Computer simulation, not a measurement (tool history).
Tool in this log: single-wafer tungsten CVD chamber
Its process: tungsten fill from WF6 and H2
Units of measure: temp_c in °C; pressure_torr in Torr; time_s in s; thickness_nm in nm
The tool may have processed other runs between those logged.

{"run": 1, "hour": 0.0, "temp_c": 390, "pressure_torr": 37.2, "time_s": 10.4, "thickness_nm": 28.298}
{"run": 2, "hour": 8.9, "temp_c": 390, "pressure_torr": 39.5, "time_s": 10.4, "thickness_nm": 29.243}
{"run": 3, "hour": 12.8, "temp_c": 397, "pressure_torr": 39.5, "time_s": 10.4, "thickness_nm": 33.811}
{"run": 4, "hour": 13.7, "temp_c": 399, "pressure_torr": 39.5, "time_s": 10.4, "thickness_nm": 35.518}
{"run": 5, "hour": 21.2, "temp_c": 399, "pressure_torr": 39.5, "time_s": 10.4, "thickness_nm": 35.446}
{"run": 6, "hour": 25.3, "temp_c": 399, "pressure_torr": 39.5, "time_s": 10.4, "thickness_nm": 35.252}

For run 7, what comes out?
{"run": 7, "hour": 30.2, "temp_c": 400, "pressure_torr": 39.5, "time_s": 10.4, "thickness_nm": "?"}

Run 7 yielded thickness_nm 36.010 nm.
